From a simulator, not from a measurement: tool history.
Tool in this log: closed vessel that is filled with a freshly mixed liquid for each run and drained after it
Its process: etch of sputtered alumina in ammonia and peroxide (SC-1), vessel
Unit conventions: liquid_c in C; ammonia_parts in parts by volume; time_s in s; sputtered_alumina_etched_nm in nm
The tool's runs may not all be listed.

run	hour	liquid_c	ammonia_parts	time_s	sputtered_alumina_etched_nm
1	0.0	63.0	0.4	485	47.551
2	8.3	61.5	0.4	485	44.088
3	15.1	60.5	0.4	485	41.414
4	17.8	58.0	0.4	485	36.324
5	26.4	63.0	0.4	485	47.226
6	28.5	63.0	0.5	485	48.042
7	30.9	61.5	0.5	485	44.429
8	34.6	60.5	0.5	485	42.800
9	43.9	59.5	0.5	485	40.298
10	50.2	59.0	0.5	485	39.729

Run 11 is up next; what results do you expect?
11	57.3	56.0	0.5	485	?

{"run 11": {"sputtered_alumina_etched_nm": 33.489}}

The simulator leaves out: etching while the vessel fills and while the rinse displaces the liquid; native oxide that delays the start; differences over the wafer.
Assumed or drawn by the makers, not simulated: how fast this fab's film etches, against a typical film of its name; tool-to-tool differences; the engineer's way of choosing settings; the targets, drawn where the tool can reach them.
